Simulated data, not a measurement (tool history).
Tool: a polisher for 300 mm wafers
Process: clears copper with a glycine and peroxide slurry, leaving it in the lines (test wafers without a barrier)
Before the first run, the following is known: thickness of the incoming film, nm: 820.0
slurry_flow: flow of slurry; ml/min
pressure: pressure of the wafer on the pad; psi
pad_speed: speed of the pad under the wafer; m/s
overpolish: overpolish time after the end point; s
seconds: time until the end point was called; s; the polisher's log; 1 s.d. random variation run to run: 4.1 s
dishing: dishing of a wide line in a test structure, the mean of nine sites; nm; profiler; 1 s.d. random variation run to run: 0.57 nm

run,hour,slurry_flow,pressure,pad_speed,overpolish,seconds,dishing
1,0,235,2.5,1.16,30,124.85,85.046
2,3.2,235,2.5,1.16,38,124.76,91.565
3,10.4,235,2.5,1.26,38,115.94,90.251
4,11.3,235,3.1,1.26,38,99.594,100.11
5,12.4,235,3.1,1.02,38,119.48,95.904
6,13,235,3.1,1.02,45,122.09,101.26
7,18.8,220,2.7,0.98,38,136.09,88.419
8,27.8,205,2.4,0.92,33,156.78,77.924

Run 9 has not been measured yet. What should we expect?
9,32.1,200,2.2,0.88,29,?,?

{"run 9": {"seconds": 174.35, "dishing": 70.597}}
